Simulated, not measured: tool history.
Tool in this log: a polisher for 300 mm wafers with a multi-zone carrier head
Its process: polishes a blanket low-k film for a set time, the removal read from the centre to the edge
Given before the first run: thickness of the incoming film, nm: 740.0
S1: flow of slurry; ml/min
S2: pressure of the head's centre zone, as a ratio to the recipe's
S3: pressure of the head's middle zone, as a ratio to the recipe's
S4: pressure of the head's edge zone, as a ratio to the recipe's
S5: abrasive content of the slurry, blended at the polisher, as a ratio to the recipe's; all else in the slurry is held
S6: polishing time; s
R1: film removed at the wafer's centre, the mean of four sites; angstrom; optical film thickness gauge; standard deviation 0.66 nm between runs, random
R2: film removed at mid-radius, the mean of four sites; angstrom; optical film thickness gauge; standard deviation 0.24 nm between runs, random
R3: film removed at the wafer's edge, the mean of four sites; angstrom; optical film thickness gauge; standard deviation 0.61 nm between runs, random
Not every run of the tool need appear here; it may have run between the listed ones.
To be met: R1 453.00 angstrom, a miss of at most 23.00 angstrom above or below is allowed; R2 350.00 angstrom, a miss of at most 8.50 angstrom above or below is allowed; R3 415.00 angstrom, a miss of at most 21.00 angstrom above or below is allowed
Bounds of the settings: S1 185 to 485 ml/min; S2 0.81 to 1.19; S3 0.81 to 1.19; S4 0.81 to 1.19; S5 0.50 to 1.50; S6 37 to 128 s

{"run": 1, "hour": 0.0, "S1": 310, "S2": 1.0, "S3": 1.0, "S4": 1.0, "S5": 1.0, "S6": 82, "R1": 307.59, "R2": 304.65, "R3": 306.01}
{"run": 2, "hour": 8.1, "S1": 310, "S2": 1.0, "S3": 1.0, "S4": 1.0, "S5": 1.2, "S6": 82, "R1": 321.1, "R2": 318.88, "R3": 318.02}
{"run": 3, "hour": 9.0, "S1": 310, "S2": 1.02, "S3": 0.98, "S4": 1.03, "S5": 1.25, "S6": 83, "R1": 341.26, "R2": 324.39, "R3": 330.43}
{"run": 4, "hour": 10.3, "S1": 310, "S2": 1.03, "S3": 0.96, "S4": 1.05, "S5": 1.3, "S6": 84, "R1": 351.57, "R2": 323.52, "R3": 346.83}
{"run": 5, "hour": 16.3, "S1": 310, "S2": 1.03, "S3": 0.96, "S4": 1.05, "S5": 1.3, "S6": 91, "R1": 378.22, "R2": 353.53, "R3": 374.48}
{"run": 6, "hour": 25.1, "S1": 310, "S2": 1.03, "S3": 0.96, "S4": 1.05, "S5": 1.15, "S6": 91, "R1": 355.58, "R2": 338.66, "R3": 362.79}
{"run": 7, "hour": 26.0, "S1": 315, "S2": 1.06, "S3": 0.95, "S4": 1.07, "S5": 1.2, "S6": 91, "R1": 379.21, "R2": 339.81, "R3": 367.05}
{"run": 8, "hour": 33.1, "S1": 315, "S2": 1.07, "S3": 0.94, "S4": 1.09, "S5": 1.25, "S6": 91, "R1": 385.22, "R2": 346.39, "R3": 380.83}
{"run": 9, "hour": 40.9, "S1": 320, "S2": 1.09, "S3": 0.93, "S4": 1.1, "S5": 1.25, "S6": 91, "R1": 381.83, "R2": 336.57, "R3": 371.77}
{"run": 10, "hour": 43.8, "S1": 315, "S2": 1.1, "S3": 0.92, "S4": 1.1, "S5": 1.3, "S6": 92, "R1": 418.03, "R2": 341.9, "R3": 388.71}
{"run": 11, "hour": 46.7, "S1": 315, "S2": 1.1, "S3": 0.92, "S4": 1.1, "S5": 1.3, "S6": 92, "R1": 412.37, "R2": 346.2, "R3": 385.9}
{"run": 12, "hour": 54.5, "S1": 315, "S2": 1.11, "S3": 0.91, "S4": 1.11, "S5": 1.3, "S6": 92, "R1": 408.41, "R2": 339.82, "R3": 392.84}
{"run": 13, "hour": 57.4, "S1": 315, "S2": 1.12, "S3": 0.91, "S4": 1.12, "S5": 1.3, "S6": 92, "R1": 408.93, "R2": 343.0, "R3": 386.55}
{"run": 14, "hour": 62.0, "S1": 315, "S2": 1.12, "S3": 0.9, "S4": 1.12, "S5": 1.35, "S6": 92, "R1": 407.14, "R2": 339.62, "R3": 392.03}
{"run": 15, "hour": 62.6, "S1": 315, "S2": 1.13, "S3": 0.9, "S4": 1.12, "S5": 1.35, "S6": 92, "R1": 424.55, "R2": 340.75, "R3": 391.47}
{"run": 16, "hour": 65.6, "S1": 315, "S2": 1.14, "S3": 0.9, "S4": 1.13, "S5": 1.35, "S6": 92, "R1": 431.33, "R2": 336.91, "R3": 388.54}
{"run": 17, "hour": 68.6, "S1": 320, "S2": 1.14, "S3": 0.9, "S4": 1.14, "S5": 1.35, "S6": 92, "R1": 423.4, "R2": 336.08, "R3": 396.5}

Which one of the following 5 next-run settings gets every result inside its allowed miss? There is exactly one.
{"run": "A", "hour": 71.6, "S1": 430, "S2": 1.06, "S3": 0.84, "S4": 1.19, "S5": 1.5, "S6": 101, "R1": "?", "R2": "?", "R3": "?"}
{"run": "B", "hour": 71.6, "S1": 300, "S2": 1.09, "S3": 0.86, "S4": 1.19, "S5": 1.5, "S6": 102, "R1": "?", "R2": "?", "R3": "?"}
{"run": "C", "hour": 71.6, "S1": 305, "S2": 1.14, "S3": 0.93, "S4": 1.1, "S5": 1.25, "S6": 101, "R1": "?", "R2": "?", "R3": "?"}
{"run": "D", "hour": 71.6, "S1": 270, "S2": 1.13, "S3": 0.86, "S4": 1.09, "S5": 1.45, "S6": 98, "R1": "?", "R2": "?", "R3": "?"}
{"run": "E", "hour": 71.6, "S1": 310, "S2": 1.11, "S3": 0.82, "S4": 1.19, "S5": 1.4, "S6": 101, "R1": "?", "R2": "?", "R3": "?"}

move=A R1=462.79 R2=373.89 R3=476.51
move=B R1=464.03 R2=372.92 R3=469.49
move=C R1=458.19 R2=375.52 R3=424.95
move=D R1=451.72 R2=350.74 R3=423.31
move=E R1=460.79 R2=349.71 R3=457.72
A: the result that was furthest off in the last run now lies on the other side of its target
B: the result that was furthest off in the last run now lies on the other side of its target
C: the result that was furthest off in the last run now lies on the other side of its target
D: in spec on every target
E: brings the last run's worst result on target, with another outside its allowed miss
The move that meets every target is D.
